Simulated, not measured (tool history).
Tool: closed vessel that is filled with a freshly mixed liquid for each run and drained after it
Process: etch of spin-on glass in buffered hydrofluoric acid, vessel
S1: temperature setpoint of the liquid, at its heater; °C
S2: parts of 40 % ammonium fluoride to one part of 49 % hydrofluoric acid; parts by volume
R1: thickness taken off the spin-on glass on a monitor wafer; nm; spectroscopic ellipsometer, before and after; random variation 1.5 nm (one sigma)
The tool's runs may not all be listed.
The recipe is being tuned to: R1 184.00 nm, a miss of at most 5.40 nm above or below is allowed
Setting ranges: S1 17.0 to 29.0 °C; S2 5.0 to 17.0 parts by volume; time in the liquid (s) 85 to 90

run 1 day=0.000 | S1=21.0 S2=10.5 time_in_the_liquid_(s)=85 | R1=342.07
run 2 day=0.183 | S1=21.0 S2=11.5 time_in_the_liquid_(s)=85 | R1=308.91
run 3 day=0.396 | S1=20.5 S2=12.0 time_in_the_liquid_(s)=85 | R1=284.11
run 4 day=0.679 | S1=20.5 S2=12.0 time_in_the_liquid_(s)=90 | R1=299.56
run 5 day=0.950 | S1=20.0 S2=12.5 time_in_the_liquid_(s)=90 | R1=285.52
run 6 day=1.233 | S1=19.5 S2=13.0 time_in_the_liquid_(s)=90 | R1=268.86
run 7 day=1.308 | S1=19.0 S2=13.5 time_in_the_liquid_(s)=90 | R1=247.71
run 8 day=1.483 | S1=18.5 S2=14.0 time_in_the_liquid_(s)=90 | R1=235.50
run 9 day=1.617 | S1=18.5 S2=14.5 time_in_the_liquid_(s)=90 | R1=223.91
run 10 day=1.912 | S1=17.5 S2=15.5 time_in_the_liquid_(s)=90 | R1=199.55

Consider the 5 candidate settings below. Which is the only one whose results all fall within their allowed miss of target?
run A day=2.208 | S1=18.5 S2=16.0 time_in_the_liquid_(s)=85 | R1=?
run B day=2.208 | S1=18.0 S2=15.5 time_in_the_liquid_(s)=85 | R1=?
run C day=2.208 | S1=17.5 S2=16.0 time_in_the_liquid_(s)=90 | R1=?
run D day=2.208 | S1=18.5 S2=17.0 time_in_the_liquid_(s)=85 | R1=?
run E day=2.208 | S1=17.5 S2=15.0 time_in_the_liquid_(s)=85 | R1=?

move=A R1=195.44
move=B R1=196.01
move=C R1=195.51
move=D R1=184.10
move=E R1=196.77
A: closes in on the targets versus the last run, not all within tolerance yet
B: closes in on the targets versus the last run, not all within tolerance yet
C: closes in on the targets versus the last run, not all within tolerance yet
D: each result inside its tolerance
E: closes in on the targets versus the last run, not all within tolerance yet
D is the move that brings every result within its allowed miss.
